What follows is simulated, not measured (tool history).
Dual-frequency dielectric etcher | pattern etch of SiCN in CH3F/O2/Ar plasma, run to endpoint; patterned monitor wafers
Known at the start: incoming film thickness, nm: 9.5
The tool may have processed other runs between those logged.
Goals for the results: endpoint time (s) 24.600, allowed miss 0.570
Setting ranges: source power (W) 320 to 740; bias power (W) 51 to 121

run,hour,source power (W),bias power (W),endpoint time (s)
1,0.0,530,86,21.136
2,5.4,530,99,20.156
3,10.9,500,96,20.747
4,15.5,470,93,21.431
5,22.3,550,93,20.463
6,23.2,490,93,20.929
7,27.0,460,88,21.928
8,29.3,440,86,22.754
9,37.6,420,85,23.041
10,40.2,410,84,23.512
11,45.2,400,84,23.360

Next run, 5 choices. One meets every target within its allowed miss, the rest don't. Which?
A,50.2,450,93,?
B,50.2,440,81,?
C,50.2,440,83,?
D,50.2,430,83,?
E,50.2,440,73,?

move,endpoint time (s)
A,21.658
B,23.284
C,23.016
D,23.183
E,24.467
A: the biggest miss grows against the last run
B: the biggest miss grows against the last run
C: the biggest miss grows against the last run
D: the biggest miss grows against the last run
E: every result lands within tolerance
Correct choice: E, which meets every target

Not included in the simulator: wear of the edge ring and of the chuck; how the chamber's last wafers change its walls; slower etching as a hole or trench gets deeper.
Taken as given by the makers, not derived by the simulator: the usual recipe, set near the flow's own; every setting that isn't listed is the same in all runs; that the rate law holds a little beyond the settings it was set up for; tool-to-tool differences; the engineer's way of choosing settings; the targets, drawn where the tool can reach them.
